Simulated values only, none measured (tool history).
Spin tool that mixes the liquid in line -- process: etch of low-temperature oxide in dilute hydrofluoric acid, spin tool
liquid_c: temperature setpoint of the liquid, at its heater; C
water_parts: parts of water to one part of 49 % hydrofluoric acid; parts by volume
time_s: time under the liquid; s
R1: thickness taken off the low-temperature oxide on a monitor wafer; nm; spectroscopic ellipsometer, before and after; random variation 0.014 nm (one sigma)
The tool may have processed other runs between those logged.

{"run": 1, "hour": 0.0, "liquid_c": 23.0, "water_parts": 250, "time_s": 95, "R1": 4.691}
{"run": 2, "hour": 1.5, "liquid_c": 25.5, "water_parts": 250, "time_s": 95, "R1": 5.1411}
{"run": 3, "hour": 3.7, "liquid_c": 24.5, "water_parts": 250, "time_s": 95, "R1": 4.9438}
{"run": 4, "hour": 12.3, "liquid_c": 24.5, "water_parts": 165, "time_s": 95, "R1": 8.1813}
{"run": 5, "hour": 16.2, "liquid_c": 24.5, "water_parts": 165, "time_s": 95, "R1": 8.139}
{"run": 6, "hour": 20.4, "liquid_c": 24.5, "water_parts": 240, "time_s": 95, "R1": 5.1717}
{"run": 7, "hour": 27.2, "liquid_c": 23.5, "water_parts": 240, "time_s": 95, "R1": 5.009}
{"run": 8, "hour": 29.0, "liquid_c": 22.5, "water_parts": 240, "time_s": 95, "R1": 4.7853}
{"run": 9, "hour": 31.9, "liquid_c": 22.0, "water_parts": 240, "time_s": 95, "R1": 4.7243}
{"run": 10, "hour": 34.8, "liquid_c": 21.5, "water_parts": 240, "time_s": 95, "R1": 4.65}
{"run": 11, "hour": 41.4, "liquid_c": 21.0, "water_parts": 240, "time_s": 95, "R1": 4.5165}

What will run 12 give?
{"run": 12, "hour": 49.1, "liquid_c": 20.5, "water_parts": 240, "time_s": 95, "R1": "?"}

{"run 12": {"R1": 4.4618}}

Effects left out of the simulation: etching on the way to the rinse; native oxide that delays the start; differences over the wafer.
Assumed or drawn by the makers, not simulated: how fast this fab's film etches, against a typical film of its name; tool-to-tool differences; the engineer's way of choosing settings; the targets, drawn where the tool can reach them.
